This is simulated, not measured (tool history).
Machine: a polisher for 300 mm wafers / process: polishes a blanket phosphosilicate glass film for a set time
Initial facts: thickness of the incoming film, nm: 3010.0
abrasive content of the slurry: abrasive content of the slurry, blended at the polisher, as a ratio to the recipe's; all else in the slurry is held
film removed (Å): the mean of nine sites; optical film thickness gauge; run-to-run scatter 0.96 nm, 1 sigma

run	hour	flow of slurry (ml/min)	pressure of the wafer on the pad (kPa)	speed of the pad under the wafer (cm/s)	abrasive content of the slurry	polishing time (s)	film removed (Å)
1	0	140	17.2	108	1	45	2718.4
2	7.9	140	18.6	108	1	45	2897
3	11.6	105	18.6	108	1	45	2688.2
4	16	105	17.2	100	0.95	45	2336.5
5	21.4	105	17.2	100	0.95	45	2320.6
# hour 28.6: head pressure recalibrated
6	28.6	105	15.9	94	0.9	45	2175.9
7	32.8	100	14.5	88	0.85	44	1746.2
8	38.1	100	13.8	84	0.8	44	1571.7
9	39.4	100	13.1	80	0.8	44	1443.2
10	40.2	95	8.3	50	0.75	44	628.18

What does the tool deliver on the next run?
11	45.5	95	9	50	0.75	44	?

{"run 11": {"film removed (Å)": 661.33}}
